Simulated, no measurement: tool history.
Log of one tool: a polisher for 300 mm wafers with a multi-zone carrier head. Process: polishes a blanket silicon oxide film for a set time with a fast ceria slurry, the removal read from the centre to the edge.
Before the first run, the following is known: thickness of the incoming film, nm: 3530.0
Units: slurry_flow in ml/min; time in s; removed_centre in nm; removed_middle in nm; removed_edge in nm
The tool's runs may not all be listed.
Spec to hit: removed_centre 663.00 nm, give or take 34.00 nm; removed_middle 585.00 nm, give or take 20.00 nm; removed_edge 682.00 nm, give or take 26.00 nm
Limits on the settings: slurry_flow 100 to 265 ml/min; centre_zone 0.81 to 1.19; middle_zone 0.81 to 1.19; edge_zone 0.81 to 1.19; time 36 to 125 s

run	day	slurry_flow	centre_zone	middle_zone	edge_zone	time	removed_centre	removed_middle	removed_edge
1	0.000	170	1.00	1.00	1.00	80	844.24	847.54	799.25
2	0.212	170	0.91	1.00	1.00	80	754.30	823.36	828.00
3	0.354	170	0.91	1.00	1.00	93	862.04	964.83	970.94
4	0.654	170	0.91	1.00	1.00	105	976.32	1095.50	1062.10
5	0.712	165	0.92	0.96	0.99	97	899.83	978.30	999.23
6	0.921	165	0.94	0.93	0.99	89	884.03	882.71	920.60
7	1.238	160	0.94	0.91	0.98	83	778.01	783.89	840.59
8	1.546	155	0.95	0.89	0.98	80	766.74	762.76	802.16
9	1.738	190	1.02	0.81	1.08	58	620.71	522.14	611.77
# day 1.908: worn pad replaced by a new one
10	1.908	190	1.02	0.82	1.09	59	730.48	594.05	726.71

4 next moves are on the table. One of them brings every result within its allowed miss. Which?
A	2.079	200	1.09	0.83	1.08	57	?	?	?
B	2.079	205	1.04	0.87	0.99	59	?	?	?
C	2.079	210	1.01	0.83	1.06	61	?	?	?
D	2.079	155	0.99	0.83	1.04	59	?	?	?

move	removed_centre	removed_middle	removed_edge
A	750.73	580.35	694.30
B	744.49	626.98	691.15
C	750.13	625.90	740.36
D	670.06	574.34	682.65
A: lands further from the targets than the last run did
B: lands further from the targets than the last run did
C: lands further from the targets than the last run did
D: all results in spec
Go with D: it meets all targets.
